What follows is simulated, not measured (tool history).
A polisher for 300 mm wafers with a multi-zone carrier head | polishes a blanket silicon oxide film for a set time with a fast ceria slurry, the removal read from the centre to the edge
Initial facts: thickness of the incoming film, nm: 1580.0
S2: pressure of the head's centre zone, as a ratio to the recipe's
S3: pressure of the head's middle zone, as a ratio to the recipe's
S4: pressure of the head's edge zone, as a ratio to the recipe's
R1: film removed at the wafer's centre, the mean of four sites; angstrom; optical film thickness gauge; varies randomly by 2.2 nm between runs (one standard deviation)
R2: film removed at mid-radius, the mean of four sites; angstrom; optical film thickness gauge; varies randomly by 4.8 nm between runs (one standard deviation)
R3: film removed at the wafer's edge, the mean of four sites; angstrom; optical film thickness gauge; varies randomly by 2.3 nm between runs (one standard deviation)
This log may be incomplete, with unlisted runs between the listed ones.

Run 1, hour 0.0: flow of slurry (ml/min) 150, S2 1.00, S3 1.00, S4 1.00, polishing time (s) 31. Result: R1 4929.8 angstrom, R2 4783.2 angstrom, R3 4893.2 angstrom.
Run 2, hour 4.5: flow of slurry (ml/min) 150, S2 1.00, S3 1.05, S4 1.00, polishing time (s) 31. Result: R1 4888.4 angstrom, R2 4864.7 angstrom, R3 4873.1 angstrom.
Run 3, hour 5.4: flow of slurry (ml/min) 150, S2 1.00, S3 0.99, S4 1.00, polishing time (s) 31. Result: R1 4908.7 angstrom, R2 4700.9 angstrom, R3 4942.7 angstrom.
Run 4, hour 12.4: flow of slurry (ml/min) 145, S2 1.00, S3 0.99, S4 0.98, polishing time (s) 30. Result: R1 4707.3 angstrom, R2 4583.1 angstrom, R3 4676.7 angstrom.
Run 5, hour 18.0: flow of slurry (ml/min) 145, S2 1.00, S3 0.98, S4 0.97, polishing time (s) 29. Result: R1 4534.4 angstrom, R2 4274.5 angstrom, R3 4517.8 angstrom.
Run 6, hour 21.4: flow of slurry (ml/min) 115, S2 1.00, S3 0.98, S4 0.97, polishing time (s) 29. Result: R1 4236.1 angstrom, R2 4195.6 angstrom, R3 4380.6 angstrom.
Run 7, hour 25.4: flow of slurry (ml/min) 115, S2 1.00, S3 0.98, S4 0.95, polishing time (s) 28. Result: R1 4138.5 angstrom, R2 3993.3 angstrom, R3 4075.5 angstrom.

Forecast run 8:
Run 8, hour 28.9: flow of slurry (ml/min) 115, S2 0.99, S3 0.97, S4 0.93, polishing time (s) 28. Result: R1 ?, R2 ?, R3 ?.

R1: 4007.2 angstrom
R2: 3982.8 angstrom
R3: 4093.3 angstrom
